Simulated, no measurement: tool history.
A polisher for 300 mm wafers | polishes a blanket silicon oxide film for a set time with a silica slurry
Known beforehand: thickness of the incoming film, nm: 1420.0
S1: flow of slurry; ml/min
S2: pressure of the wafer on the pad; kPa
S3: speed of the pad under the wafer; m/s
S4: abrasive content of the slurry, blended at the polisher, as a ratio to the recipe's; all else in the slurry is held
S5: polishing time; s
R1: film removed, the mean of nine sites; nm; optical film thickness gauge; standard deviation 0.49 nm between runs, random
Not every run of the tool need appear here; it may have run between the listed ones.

Run 1, hour 0.0: S1 220 ml/min, S2 35.9 kPa, S3 1.02 m/s, S4 1.0, S5 28 s. Result: R1 102.430 nm.
Run 2, hour 8.7: S1 195 ml/min, S2 35.9 kPa, S3 1.02 m/s, S4 1.0, S5 28 s. Result: R1 101.180 nm.
Run 3, hour 16.7: S1 190 ml/min, S2 33.1 kPa, S3 1.02 m/s, S4 1.0, S5 28 s. Result: R1 93.488 nm.
Run 4, hour 25.3: S1 185 ml/min, S2 31.0 kPa, S3 1.02 m/s, S4 1.0, S5 28 s. Result: R1 88.725 nm.
Run 5, hour 26.2: S1 185 ml/min, S2 29.6 kPa, S3 1.02 m/s, S4 1.0, S5 28 s. Result: R1 85.932 nm.
Run 6, hour 27.7: S1 185 ml/min, S2 28.3 kPa, S3 1.02 m/s, S4 1.0, S5 28 s. Result: R1 83.517 nm.
Run 7, hour 34.9: S1 170 ml/min, S2 23.4 kPa, S3 1.02 m/s, S4 1.0, S5 28 s. Result: R1 70.111 nm.
Run 8, hour 37.8: S1 175 ml/min, S2 23.4 kPa, S3 1.02 m/s, S4 1.0, S5 28 s. Result: R1 71.734 nm.
Run 9, hour 41.9: S1 180 ml/min, S2 23.4 kPa, S3 1.02 m/s, S4 1.0, S5 28 s. Result: R1 72.072 nm.

Run 10 has not been measured yet. What should we expect?
Run 10, hour 49.7: S1 180 ml/min, S2 23.4 kPa, S3 1.02 m/s, S4 1.0, S5 28 s. Result: R1 ?.

R1: 71.907 nm

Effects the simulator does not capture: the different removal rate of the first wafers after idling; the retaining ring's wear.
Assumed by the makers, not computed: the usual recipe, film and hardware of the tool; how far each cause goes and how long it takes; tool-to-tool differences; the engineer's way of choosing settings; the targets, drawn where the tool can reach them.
